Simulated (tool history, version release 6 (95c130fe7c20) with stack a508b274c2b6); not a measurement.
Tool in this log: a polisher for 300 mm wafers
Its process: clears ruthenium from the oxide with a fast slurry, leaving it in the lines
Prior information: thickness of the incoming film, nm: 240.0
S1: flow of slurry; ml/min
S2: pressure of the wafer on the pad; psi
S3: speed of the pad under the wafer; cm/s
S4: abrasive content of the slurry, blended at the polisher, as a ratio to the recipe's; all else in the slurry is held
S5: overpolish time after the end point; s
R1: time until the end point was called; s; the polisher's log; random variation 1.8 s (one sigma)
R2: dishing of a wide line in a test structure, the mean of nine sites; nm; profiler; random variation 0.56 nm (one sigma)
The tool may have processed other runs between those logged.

run    day   S1   S2   S3   S4  S5      R1      R2
  1      0  120  2.8  118    1  17  58.046  66.922
  2  0.221  115  2.6  118    1  18  60.922  67.555
  3  0.317  115  2.4  116    1  19  68.681   63.96
  4  0.592  115  2.4  116    1  12  65.291  43.016
  5  0.625  115  1.9  116    1  12  86.702  34.969
  6  0.954  115  1.9  116  0.8  12  98.258  31.286
  7  1.167  115  1.9  116  0.8  14  96.739  35.628

Predict the results of run 8:
  8  1.521  115  1.9  116  0.8  15   ?   ?

Run 8 produced R1 98.065 s, R2 37.828 nm.
